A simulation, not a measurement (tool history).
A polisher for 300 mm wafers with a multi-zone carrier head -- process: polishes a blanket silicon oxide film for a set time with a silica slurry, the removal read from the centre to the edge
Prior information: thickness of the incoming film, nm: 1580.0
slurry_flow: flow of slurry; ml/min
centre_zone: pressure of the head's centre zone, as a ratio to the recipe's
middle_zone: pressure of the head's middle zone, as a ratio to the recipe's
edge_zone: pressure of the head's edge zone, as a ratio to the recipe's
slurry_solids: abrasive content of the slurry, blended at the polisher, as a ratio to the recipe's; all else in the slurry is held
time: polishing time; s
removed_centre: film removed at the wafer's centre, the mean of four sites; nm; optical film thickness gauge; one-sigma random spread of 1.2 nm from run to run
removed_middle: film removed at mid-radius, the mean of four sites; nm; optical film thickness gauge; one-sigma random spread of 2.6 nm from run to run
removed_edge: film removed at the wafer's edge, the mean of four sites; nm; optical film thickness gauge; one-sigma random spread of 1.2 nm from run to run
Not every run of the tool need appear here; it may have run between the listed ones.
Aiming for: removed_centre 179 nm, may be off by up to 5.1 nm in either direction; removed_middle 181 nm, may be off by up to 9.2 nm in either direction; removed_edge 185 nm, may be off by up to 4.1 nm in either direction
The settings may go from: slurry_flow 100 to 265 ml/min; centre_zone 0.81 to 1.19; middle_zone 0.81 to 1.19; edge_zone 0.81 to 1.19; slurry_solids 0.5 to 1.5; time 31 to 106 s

run,day,slurry_flow,centre_zone,middle_zone,edge_zone,slurry_solids,time,removed_centre,removed_middle,removed_edge
1,0,170,1,1,1,1,68,146.88,159.52,164.6
2,0.075,170,1,1,1.06,1,68,146.36,158.23,168.47
3,0.288,190,1.03,1.01,1.07,1,68,152.56,164.23,172.45
4,0.642,190,1.03,1.01,1.1,1,68,153.92,157.41,175.29
5,0.825,190,1.03,1.01,1.06,1,68,152.74,161.99,169.16
6,1.008,205,1.03,1.01,1.06,1,68,156.11,167.68,171.06
7,1.058,215,1.05,1.02,1.08,1,68,159.27,168.06,175.99
8,1.325,225,1.07,1.03,1.08,1,68,161.35,172.6,175.06
9,1.692,230,1.09,1.03,1.09,1,68,164.14,168.96,176.23
# day 1.888: centre zone pressure recalibrated
10,1.888,255,1.14,1.1,1.11,1.05,68,193.66,184.13,183.2

Which of these 4 next moves meets every target?
A,2.083,255,1.15,1.1,1.19,0.95,66,?,?,?
B,2.083,225,1,0.9,1.19,1.05,66,?,?,?
C,2.083,225,1.05,1.11,1.11,1.05,69,?,?,?
D,2.083,265,1,1.13,1.04,1,75,?,?,?

move,removed_centre,removed_middle,removed_edge
A,181.11,167.85,176.8
B,165.98,155.83,182.95
C,180.64,181.59,184.2
D,188.89,199.06,192.51
A: meets the target for the result that was furthest off, but another lies outside its allowed miss
B: pushes the last run's worst result past its target
C: all results land within tolerance of their targets
D: better than the last run, though not everything is in spec
The move that meets every target is C.

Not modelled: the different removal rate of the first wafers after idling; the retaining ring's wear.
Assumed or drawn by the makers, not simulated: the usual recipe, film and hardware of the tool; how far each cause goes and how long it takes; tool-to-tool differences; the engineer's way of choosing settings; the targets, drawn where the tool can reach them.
